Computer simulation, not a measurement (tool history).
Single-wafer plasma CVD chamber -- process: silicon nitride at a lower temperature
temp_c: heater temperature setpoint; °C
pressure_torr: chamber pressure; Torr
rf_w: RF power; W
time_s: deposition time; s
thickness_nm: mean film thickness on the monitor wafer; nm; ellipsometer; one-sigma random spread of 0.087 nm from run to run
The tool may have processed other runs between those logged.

Run 1, hour 0.0: temp_c 370 °C, pressure_torr 1.98 Torr, rf_w 345 W, time_s 17.0 s. Result: thickness_nm 21.780 nm.
Run 2, hour 4.7: temp_c 370 °C, pressure_torr 2.20 Torr, rf_w 345 W, time_s 17.0 s. Result: thickness_nm 22.509 nm.
Run 3, hour 7.9: temp_c 370 °C, pressure_torr 2.20 Torr, rf_w 345 W, time_s 17.5 s. Result: thickness_nm 23.005 nm.
Run 4, hour 10.6: temp_c 370 °C, pressure_torr 2.09 Torr, rf_w 330 W, time_s 17.4 s. Result: thickness_nm 21.921 nm.
Run 5, hour 12.3: temp_c 370 °C, pressure_torr 2.09 Torr, rf_w 330 W, time_s 17.0 s. Result: thickness_nm 21.555 nm.
Run 6, hour 18.7: temp_c 370 °C, pressure_torr 2.09 Torr, rf_w 375 W, time_s 17.0 s. Result: thickness_nm 23.452 nm.
Run 7, hour 21.7: temp_c 370 °C, pressure_torr 1.95 Torr, rf_w 355 W, time_s 17.0 s. Result: thickness_nm 22.162 nm.
Run 8, hour 27.0: temp_c 370 °C, pressure_torr 1.84 Torr, rf_w 340 W, time_s 17.0 s. Result: thickness_nm 21.086 nm.

What does the tool deliver on the next run?
Run 9, hour 33.7: temp_c 370 °C, pressure_torr 1.74 Torr, rf_w 335 W, time_s 17.0 s. Result: thickness_nm ?.

{"run 9": {"thickness_nm": 20.269}}
